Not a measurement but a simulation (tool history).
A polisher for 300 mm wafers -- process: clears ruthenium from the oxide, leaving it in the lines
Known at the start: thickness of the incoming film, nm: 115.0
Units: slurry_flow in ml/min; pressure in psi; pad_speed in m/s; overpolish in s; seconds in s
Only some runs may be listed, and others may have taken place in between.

run 1 hour=0.0 | slurry_flow=285 pressure=2.5 pad_speed=1.08 overpolish=21 | seconds=79.841
run 2 hour=6.7 | slurry_flow=285 pressure=2.5 pad_speed=1.34 overpolish=21 | seconds=68.957
run 3 hour=15.5 | slurry_flow=285 pressure=2.5 pad_speed=1.34 overpolish=21 | seconds=68.587
run 4 hour=22.2 | slurry_flow=285 pressure=2.1 pad_speed=1.34 overpolish=21 | seconds=79.546
run 5 hour=22.8 | slurry_flow=285 pressure=2.1 pad_speed=1.34 overpolish=21 | seconds=80.206
run 6 hour=31.0 | slurry_flow=285 pressure=1.8 pad_speed=1.34 overpolish=21 | seconds=93.895

Run 7 is up next; what results do you expect?
run 7 hour=32.4 | slurry_flow=285 pressure=1.8 pad_speed=1.34 overpolish=21 | seconds=?

Logged for run 7: seconds 93.893 s.
